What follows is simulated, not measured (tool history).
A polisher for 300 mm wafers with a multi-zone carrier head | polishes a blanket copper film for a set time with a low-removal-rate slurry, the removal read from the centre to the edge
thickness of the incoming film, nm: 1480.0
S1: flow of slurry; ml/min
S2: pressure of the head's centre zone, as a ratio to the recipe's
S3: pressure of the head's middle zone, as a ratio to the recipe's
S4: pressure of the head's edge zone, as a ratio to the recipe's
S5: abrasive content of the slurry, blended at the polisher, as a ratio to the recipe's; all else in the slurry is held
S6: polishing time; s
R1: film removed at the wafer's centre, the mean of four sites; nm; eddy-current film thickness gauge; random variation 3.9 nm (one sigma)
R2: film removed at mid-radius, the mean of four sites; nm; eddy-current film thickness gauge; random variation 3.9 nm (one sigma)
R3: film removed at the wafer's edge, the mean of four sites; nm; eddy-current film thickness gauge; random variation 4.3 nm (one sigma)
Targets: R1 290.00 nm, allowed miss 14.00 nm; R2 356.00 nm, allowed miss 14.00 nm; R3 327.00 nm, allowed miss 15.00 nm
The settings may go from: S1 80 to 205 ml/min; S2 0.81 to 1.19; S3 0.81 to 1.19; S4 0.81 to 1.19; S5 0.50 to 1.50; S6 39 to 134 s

run 1 hour=0.0 | S1=135 S2=1.00 S3=1.00 S4=1.00 S5=1.00 S6=86 | R1=271.02 R2=263.81 R3=279.37
run 2 hour=0.7 | S1=140 S2=0.99 S3=1.02 S4=1.01 S5=1.05 S6=86 | R1=263.20 R2=271.20 R3=283.15
run 3 hour=1.3 | S1=145 S2=0.99 S3=1.04 S4=1.01 S5=1.10 S6=87 | R1=285.93 R2=287.93 R3=289.81
run 4 hour=6.0 | S1=145 S2=0.99 S3=0.98 S4=1.01 S5=1.10 S6=87 | R1=281.85 R2=271.41 R3=289.02
run 5 hour=8.3 | S1=145 S2=0.99 S3=0.90 S4=1.01 S5=1.10 S6=87 | R1=281.88 R2=254.94 R3=282.27
run 6 hour=13.7 | S1=145 S2=0.99 S3=0.90 S4=1.01 S5=1.25 S6=87 | R1=284.20 R2=256.62 R3=298.62
run 7 hour=17.3 | S1=150 S2=0.98 S3=0.93 S4=1.01 S5=1.25 S6=87 | R1=291.32 R2=271.65 R3=300.29
run 8 hour=18.2 | S1=155 S2=0.96 S3=0.95 S4=1.01 S5=1.25 S6=87 | R1=288.79 R2=278.81 R3=295.46
run 9 hour=23.7 | S1=155 S2=0.95 S3=0.97 S4=1.02 S5=1.30 S6=87 | R1=290.72 R2=287.39 R3=306.05
run 10 hour=25.4 | S1=160 S2=0.94 S3=0.99 S4=1.02 S5=1.30 S6=87 | R1=283.57 R2=296.87 R3=306.13
run 11 hour=26.4 | S1=165 S2=0.94 S3=1.00 S4=1.02 S5=1.30 S6=87 | R1=288.60 R2=301.25 R3=308.20
run 12 hour=28.0 | S1=190 S2=0.86 S3=1.10 S4=1.05 S5=1.40 S6=88 | R1=275.89 R2=337.24 R3=317.72

Which of these 4 next moves meets every target?
run A hour=29.6 | S1=170 S2=0.88 S3=1.13 S4=1.00 S5=1.30 S6=93 | R1=? R2=? R3=?
run B hour=29.6 | S1=160 S2=0.91 S3=0.99 S4=0.97 S5=1.50 S6=101 | R1=? R2=? R3=?
run C hour=29.6 | S1=185 S2=0.94 S3=1.11 S4=1.19 S5=1.45 S6=84 | R1=? R2=? R3=?
run D hour=29.6 | S1=195 S2=0.89 S3=1.06 S4=1.04 S5=1.35 S6=88 | R1=? R2=? R3=?

move=A R1=283.26 R2=355.51 R3=318.04
move=B R1=326.01 R2=354.20 R3=353.61
move=C R1=285.89 R2=329.94 R3=313.70
move=D R1=280.65 R2=328.95 R3=312.56
A: meets every target
B: brings the result that was furthest off to its target, and leaves another outside
C: further off than the last run
D: further off than the last run
Answer: A

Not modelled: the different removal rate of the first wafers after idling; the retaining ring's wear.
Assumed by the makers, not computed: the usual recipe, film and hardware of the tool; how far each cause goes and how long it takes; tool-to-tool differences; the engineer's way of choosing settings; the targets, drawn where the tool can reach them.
